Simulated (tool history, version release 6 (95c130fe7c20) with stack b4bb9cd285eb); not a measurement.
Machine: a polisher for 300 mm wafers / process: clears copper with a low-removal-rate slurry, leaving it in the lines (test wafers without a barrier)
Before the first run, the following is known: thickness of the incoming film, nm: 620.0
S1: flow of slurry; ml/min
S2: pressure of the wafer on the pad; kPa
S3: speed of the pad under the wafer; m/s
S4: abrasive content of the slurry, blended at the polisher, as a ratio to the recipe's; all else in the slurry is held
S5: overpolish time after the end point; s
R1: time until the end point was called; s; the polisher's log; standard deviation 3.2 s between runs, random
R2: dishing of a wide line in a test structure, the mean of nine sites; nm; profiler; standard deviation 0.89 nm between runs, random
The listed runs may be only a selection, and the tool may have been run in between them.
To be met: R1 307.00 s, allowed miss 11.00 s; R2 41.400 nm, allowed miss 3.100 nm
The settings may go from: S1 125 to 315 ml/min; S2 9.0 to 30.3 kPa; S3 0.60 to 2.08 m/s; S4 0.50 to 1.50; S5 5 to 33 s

run  hour   S1    S2    S3    S4  S5      R1      R2
  1   0.0  205  19.3  1.34  1.00  17  160.84  44.681
  2   1.1  205  19.3  1.34  1.00  23  159.24  58.931
  3   5.1  245  19.3  1.34  1.00  23  156.75  60.629
  4   9.7  245  16.5  1.30  1.00  24  181.72  55.494
  5  10.6  240  14.5  1.24  1.00  25  205.31  50.739
  6  16.1  240  14.5  1.04  1.00  25  247.86  42.861
  7  21.0  240  13.1  1.04  1.00  26  256.30  42.943
  8  26.9  225   9.0  1.02  1.00  30  339.96  37.871

Which one of the following 5 next-run settings gets every result inside its allowed miss? There is exactly one.
  A  32.8  180   9.0  1.22  1.20  33   ?   ?
  B  32.8  230  10.3  1.12  1.10  32   ?   ?
  C  32.8  245  11.7  1.04  0.75  29   ?   ?
  D  32.8  260  11.0  1.12  0.95  32   ?   ?
  E  32.8  245  13.1  0.94  1.05  31   ?   ?

move      R1      R2
   A  282.13  46.909
   B  281.78  46.139
   C  309.66  39.483
   D  278.81  46.700
   E  290.78  44.303
A: the result that was furthest off in the last run now lies on the other side of its target
B: the result that was furthest off in the last run now lies on the other side of its target
C: every result within its allowed miss
D: the result that was furthest off in the last run now lies on the other side of its target
E: the result that was furthest off in the last run now lies on the other side of its target
C is the move that brings every result within its allowed miss.

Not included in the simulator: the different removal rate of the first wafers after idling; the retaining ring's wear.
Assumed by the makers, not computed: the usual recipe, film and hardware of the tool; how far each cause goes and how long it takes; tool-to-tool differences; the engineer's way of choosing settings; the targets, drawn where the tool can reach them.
